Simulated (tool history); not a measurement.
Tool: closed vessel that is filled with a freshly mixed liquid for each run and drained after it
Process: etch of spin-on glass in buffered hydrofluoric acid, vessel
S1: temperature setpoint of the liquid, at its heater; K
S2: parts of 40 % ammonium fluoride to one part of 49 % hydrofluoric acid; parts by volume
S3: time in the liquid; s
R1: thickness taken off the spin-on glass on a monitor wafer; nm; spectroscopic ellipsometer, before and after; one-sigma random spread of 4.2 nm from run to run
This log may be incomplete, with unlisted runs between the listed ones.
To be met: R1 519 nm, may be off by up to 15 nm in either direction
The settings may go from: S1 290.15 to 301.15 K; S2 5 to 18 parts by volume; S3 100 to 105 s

run	day	S1	S2	S3	R1
1	0	293.15	11	100	273.71
2	0.229	290.65	11	100	237.55
3	0.408	290.65	8.5	100	292.18
4	0.75	293.65	8.5	100	353.81
5	0.792	294.65	8.5	100	370.53
6	1.079	294.65	10.5	100	307.4
7	1.429	294.65	10.5	100	308.56
8	1.729	295.65	10	100	334.08
9	1.788	296.65	9.5	100	368.81
# day 1.833: hydrofluoric acid flow meter replaced
10	1.833	297.15	9	100	370.74
11	2.208	297.65	8.5	100	400.52
12	2.342	298.15	8	100	441.18

Below are 4 possible settings for the next run. Only one of them brings all results inside the allowed miss of their targets. Which is it?
A	2.475	300.65	8.5	100	?
B	2.475	299.15	6.5	105	?
C	2.475	295.65	8	100	?
D	2.475	298.15	7	100	?

move	R1
A	480.98
B	613.07
C	391.85
D	518.79
A: moves toward the targets from the last run without getting all of them in spec
B: carries the result that was furthest off beyond its target, to the other side
C: its largest miss is bigger than the last run's
D: in spec on every target
Move D is the one to make.
